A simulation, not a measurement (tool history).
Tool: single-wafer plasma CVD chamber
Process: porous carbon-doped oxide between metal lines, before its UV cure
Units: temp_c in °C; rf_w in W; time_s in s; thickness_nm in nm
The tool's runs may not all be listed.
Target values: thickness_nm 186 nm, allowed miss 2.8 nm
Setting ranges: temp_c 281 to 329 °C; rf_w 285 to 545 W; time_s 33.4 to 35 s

| run | hour | temp_c | rf_w | time_s | thickness_nm |
|---|---|---|---|---|---|
| 1 | 0 | 305 | 415 | 35 | 154.92 |
| 2 | 5.4 | 314 | 415 | 35 | 148.17 |
| 3 | 8.7 | 305 | 430 | 35 | 158.77 |
| 4 | 16.8 | 305 | 430 | 33.4 | 151.35 |
| 5 | 20.1 | 299 | 450 | 33.5 | 162.33 |
| 6 | 23.7 | 299 | 415 | 33.5 | 152.92 |
|  | 30.2 | RF generator calibrated |
| 7 | 30.2 | 294 | 440 | 33.6 | 171.21 |
| 8 | 31 | 291 | 440 | 33.6 | 174.85 |
| 9 | 34.1 | 289 | 440 | 33.6 | 176.93 |

Below are 4 possible settings for the next run. Only one of them brings all results inside the allowed miss of their targets. Which is it?
| A | 37.2 | 288 | 420 | 33.5 | ? |
| B | 37.2 | 293 | 490 | 33.7 | ? |
| C | 37.2 | 281 | 480 | 33.6 | ? |
| D | 37.2 | 293 | 395 | 35 | ? |

| move | thickness_nm |
|---|---|
| A | 170.64 |
| B | 184.9 |
| C | 194.13 |
| D | 166.4 |
A: further off than the last run
B: each result inside its tolerance
C: takes the biggest miss from the last run beyond its target
D: further off than the last run
Move B is the one to make.

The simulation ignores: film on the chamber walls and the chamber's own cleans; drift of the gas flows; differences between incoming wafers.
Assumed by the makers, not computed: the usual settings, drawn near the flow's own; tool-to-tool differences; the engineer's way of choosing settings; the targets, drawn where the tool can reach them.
